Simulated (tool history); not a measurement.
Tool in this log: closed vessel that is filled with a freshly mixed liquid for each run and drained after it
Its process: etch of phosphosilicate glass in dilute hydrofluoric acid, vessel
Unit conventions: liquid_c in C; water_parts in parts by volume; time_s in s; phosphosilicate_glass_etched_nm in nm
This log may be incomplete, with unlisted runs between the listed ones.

| run | hour | liquid_c | water_parts | time_s | phosphosilicate_glass_etched_nm |
|---|---|---|---|---|---|
| 1 | 0 | 24 | 270 | 30 | 15.279 |
| 2 | 1.8 | 25 | 250 | 30 | 17.323 |
| 3 | 7.9 | 25 | 300 | 30 | 13.853 |
| 4 | 9.2 | 25 | 300 | 30 | 13.875 |
| 5 | 18 | 25 | 340 | 30 | 11.78 |
| 6 | 24.5 | 25.5 | 315 | 30 | 13.275 |
| 7 | 27.8 | 29.5 | 205 | 30 | 26.102 |
| 8 | 33 | 30 | 195 | 30 | 28.215 |
| 9 | 38.9 | 30 | 185 | 30 | 30.646 |
| 10 | 40.5 | 30 | 180 | 30 | 31.444 |
| 11 | 42.4 | 30 | 175 | 30 | 32.535 |
| 12 | 44.9 | 30 | 170 | 30 | 34.063 |
| 13 | 46 | 32 | 120 | 30 | 53.867 |
| 14 | 53.2 | 31.5 | 120 | 30 | 53.219 |

What will run 15 give?
| 15 | 62.1 | 31 | 120 | 30 | ? |

{"run 15": {"phosphosilicate_glass_etched_nm": 52.3}}
